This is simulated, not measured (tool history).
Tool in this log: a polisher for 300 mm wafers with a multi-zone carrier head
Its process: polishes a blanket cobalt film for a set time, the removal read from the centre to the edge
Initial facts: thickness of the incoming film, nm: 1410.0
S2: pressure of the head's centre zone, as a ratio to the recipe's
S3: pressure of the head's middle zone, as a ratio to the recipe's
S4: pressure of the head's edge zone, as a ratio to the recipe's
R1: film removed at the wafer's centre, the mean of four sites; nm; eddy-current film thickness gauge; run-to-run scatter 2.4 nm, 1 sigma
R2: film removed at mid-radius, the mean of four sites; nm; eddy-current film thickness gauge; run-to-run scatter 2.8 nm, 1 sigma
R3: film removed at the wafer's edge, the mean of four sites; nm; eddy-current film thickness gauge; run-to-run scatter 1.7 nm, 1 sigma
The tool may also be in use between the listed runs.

{"run": 1, "day": 0.0, "flow of slurry (ml/min)": 295, "S2": 1, "S3": 1, "S4": 1, "polishing time (s)": 36, "R1": 228.5, "R2": 217.65, "R3": 226.62}
{"run": 2, "day": 0.304, "flow of slurry (ml/min)": 295, "S2": 1, "S3": 1.07, "S4": 1, "polishing time (s)": 36, "R1": 227.99, "R2": 233.36, "R3": 223.95}
{"run": 3, "day": 0.558, "flow of slurry (ml/min)": 295, "S2": 1, "S3": 1.07, "S4": 0.98, "polishing time (s)": 36, "R1": 225.67, "R2": 236, "R3": 225.3}
{"run": 4, "day": 0.596, "flow of slurry (ml/min)": 295, "S2": 1.01, "S3": 1.07, "S4": 0.97, "polishing time (s)": 35, "R1": 223.96, "R2": 226, "R3": 216.41}
{"run": 5, "day": 0.821, "flow of slurry (ml/min)": 295, "S2": 1.01, "S3": 1.07, "S4": 1.02, "polishing time (s)": 35, "R1": 221.9, "R2": 229.91, "R3": 220.23}
{"run": 6, "day": 1.125, "flow of slurry (ml/min)": 295, "S2": 1.01, "S3": 1.07, "S4": 1.01, "polishing time (s)": 35, "R1": 222.05, "R2": 225.42, "R3": 218.42}

Estimate the outcome of run 7 from the log above:
{"run": 7, "day": 1.196, "flow of slurry (ml/min)": 295, "S2": 1.01, "S3": 1.07, "S4": 1, "polishing time (s)": 35, "R1": "?", "R2": "?", "R3": "?"}

{"run 7": {"R1": 221.28, "R2": 232.03, "R3": 217.09}}

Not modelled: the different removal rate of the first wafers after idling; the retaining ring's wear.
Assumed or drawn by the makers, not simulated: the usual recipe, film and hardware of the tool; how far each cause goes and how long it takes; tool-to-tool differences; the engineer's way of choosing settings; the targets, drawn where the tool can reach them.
